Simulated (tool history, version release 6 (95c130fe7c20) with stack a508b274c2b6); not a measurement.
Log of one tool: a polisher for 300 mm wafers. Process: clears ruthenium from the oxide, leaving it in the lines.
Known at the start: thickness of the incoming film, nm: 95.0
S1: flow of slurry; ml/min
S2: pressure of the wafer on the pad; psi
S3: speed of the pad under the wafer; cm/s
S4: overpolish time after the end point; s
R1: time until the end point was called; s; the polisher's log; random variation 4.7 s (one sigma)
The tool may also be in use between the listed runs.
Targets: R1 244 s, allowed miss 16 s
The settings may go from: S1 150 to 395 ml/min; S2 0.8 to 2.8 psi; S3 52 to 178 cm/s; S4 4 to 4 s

run 1 day=0 | S1=250 S2=1.8 S3=114 S4=4 | R1=94.981
run 2 day=0.362 | S1=250 S2=1.6 S3=106 S4=4 | R1=113.98
run 3 day=0.704 | S1=250 S2=1.6 S3=106 S4=4 | R1=116.91
run 4 day=0.825 | S1=250 S2=1.6 S3=80 S4=4 | R1=147.26
run 5 day=0.992 | S1=250 S2=1.5 S3=78 S4=4 | R1=159.29
run 6 day=1.058 | S1=250 S2=1.5 S3=104 S4=4 | R1=123.75
run 7 day=1.329 | S1=250 S2=1.5 S3=104 S4=4 | R1=123.57
run 8 day=1.421 | S1=250 S2=1.4 S3=98 S4=4 | R1=139.71
run 9 day=1.775 | S1=250 S2=1.3 S3=94 S4=4 | R1=148.99
run 10 day=2.012 | S1=250 S2=1.2 S3=90 S4=4 | R1=163.67
run 11 day=2.067 | S1=250 S2=1.1 S3=86 S4=4 | R1=181.96

Which of these 4 next moves meets every target?
run A day=2.121 | S1=240 S2=1.7 S3=106 S4=4 | R1=?
run B day=2.121 | S1=290 S2=0.8 S3=82 S4=4 | R1=?
run C day=2.121 | S1=260 S2=1.3 S3=64 S4=4 | R1=?
run D day=2.121 | S1=200 S2=1.2 S3=52 S4=4 | R1=?

move=A R1=111.01
move=B R1=244.01
move=C R1=220.77
move=D R1=289.93
A: further off than the last run
B: meets every target
C: nearer than the last run, and not there yet
D: takes the result that was furthest off past its target
The right move is B.
